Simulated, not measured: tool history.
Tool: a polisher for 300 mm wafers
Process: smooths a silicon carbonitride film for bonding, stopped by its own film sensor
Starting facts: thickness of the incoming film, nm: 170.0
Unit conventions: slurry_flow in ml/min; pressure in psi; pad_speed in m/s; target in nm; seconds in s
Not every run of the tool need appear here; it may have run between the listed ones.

run    day  slurry_flow  pressure  pad_speed  slurry_solids  target  seconds
  1  0.000          140       1.6       0.94            1.0     153  104.650
  2  0.300          140       1.4       0.94            1.0     153  117.940
  3  0.558          170       1.4       0.94            1.0     153  117.260
  4  0.612          170       1.3       0.94            1.0     153  125.490
  5  0.721          170       1.3       1.02            1.0     153  119.320
  6  1.079          170       1.0       1.02            1.0     153  154.230
  7  1.321          170       1.1       1.02            1.0     153  139.660
  8  1.638          170       1.2       1.02            1.0     153  127.860
  9  1.688          170       1.3       1.02            1.0     153  120.850
 10  1.767          170       1.4       1.02            1.0     153  109.640
 11  2.021          170       1.5       1.02            1.0     153  102.810

Forecast run 12:
 12  2.088          170       1.7       1.02            1.0     153        ?

{"run 12": {"seconds": 92.739}}
